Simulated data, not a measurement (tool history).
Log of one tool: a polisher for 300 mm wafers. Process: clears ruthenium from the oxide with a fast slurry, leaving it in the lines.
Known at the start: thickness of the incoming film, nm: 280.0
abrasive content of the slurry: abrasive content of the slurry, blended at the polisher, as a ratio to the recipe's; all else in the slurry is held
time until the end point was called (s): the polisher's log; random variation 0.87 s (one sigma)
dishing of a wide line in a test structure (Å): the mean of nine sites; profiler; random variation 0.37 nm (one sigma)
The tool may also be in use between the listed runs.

| run | hour | flow of slurry (ml/min) | pressure of the wafer on the pad (psi) | speed of the pad under the wafer (cm/s) | abrasive content of the slurry | overpolish time after the end point (s) | time until the end point was called (s) | dishing of a wide line in a test structure (Å) |
|---|---|---|---|---|---|---|---|---|
| 1 | 0.0 | 210 | 2.3 | 92 | 1.00 | 20 | 82.377 | 407.71 |
| 2 | 1.1 | 210 | 2.4 | 92 | 1.00 | 16 | 81.052 | 360.61 |
| 3 | 2.3 | 210 | 2.3 | 100 | 1.00 | 13 | 79.558 | 313.80 |
| 4 | 6.0 | 210 | 2.1 | 114 | 1.05 | 11 | 74.932 | 274.18 |
| 5 | 9.9 | 210 | 2.1 | 114 | 0.85 | 11 | 81.820 | 261.46 |
| 6 | 17.6 | 210 | 2.3 | 114 | 0.85 | 11 | 74.441 | 281.76 |

The next listed run, before its measurement:
| 7 | 26.1 | 215 | 2.2 | 124 | 0.85 | 9 | ? | ? |

{"run 7": {"time until the end point was called (s)": 73.494, "dishing of a wide line in a test structure (Å)": 238.9}}
